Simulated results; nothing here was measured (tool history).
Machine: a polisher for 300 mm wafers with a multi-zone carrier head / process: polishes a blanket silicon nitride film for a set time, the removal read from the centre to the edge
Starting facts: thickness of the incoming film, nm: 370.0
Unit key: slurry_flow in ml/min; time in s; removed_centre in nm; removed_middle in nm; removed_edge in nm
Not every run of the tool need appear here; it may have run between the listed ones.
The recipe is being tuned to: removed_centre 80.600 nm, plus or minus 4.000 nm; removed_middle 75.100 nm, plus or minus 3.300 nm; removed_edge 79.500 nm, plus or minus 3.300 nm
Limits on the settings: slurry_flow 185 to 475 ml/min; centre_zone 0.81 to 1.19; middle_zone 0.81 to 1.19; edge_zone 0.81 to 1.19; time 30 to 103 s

run	hour	slurry_flow	centre_zone	middle_zone	edge_zone	time	removed_centre	removed_middle	removed_edge
1	0.0	305	1.00	1.00	1.00	66	110.050	106.170	107.790
2	3.7	275	1.00	1.00	1.00	66	106.770	104.460	107.500
3	6.1	285	0.99	0.98	0.98	60	97.010	94.897	98.409
4	10.3	285	0.99	0.98	0.89	60	96.499	94.678	94.244
5	15.1	285	0.99	1.03	0.89	60	97.956	99.425	94.249
6	22.3	285	0.99	1.03	0.92	60	96.916	100.660	93.566
7	29.1	285	1.00	1.00	0.92	56	92.305	90.704	90.995
8	35.7	290	1.00	0.99	0.90	53	88.675	84.887	85.032
9	41.4	290	0.99	0.97	0.89	52	84.974	81.659	81.304
10	46.6	285	0.98	0.95	0.89	52	85.277	80.991	82.546
11	48.7	285	0.98	0.95	0.89	52	81.976	78.907	81.338
12	50.7	285	0.98	0.94	0.88	52	83.295	79.574	82.094
13	52.6	285	0.98	0.93	0.87	52	81.813	78.421	79.933

Which of these 4 next moves meets every target?
A	54.5	275	0.94	1.02	0.81	55	?	?	?
B	54.5	305	0.97	0.91	0.89	50	?	?	?
C	54.5	445	0.91	0.97	0.92	51	?	?	?
D	54.5	265	0.92	1.06	0.81	52	?	?	?

move	removed_centre	removed_middle	removed_edge
A	85.499	90.057	84.434
B	80.877	75.243	80.571
C	80.834	83.627	85.357
D	78.950	87.584	79.514
A: misses by more than the last run did
B: every result lands within tolerance
C: misses by more than the last run did
D: misses by more than the last run did
Answer: B
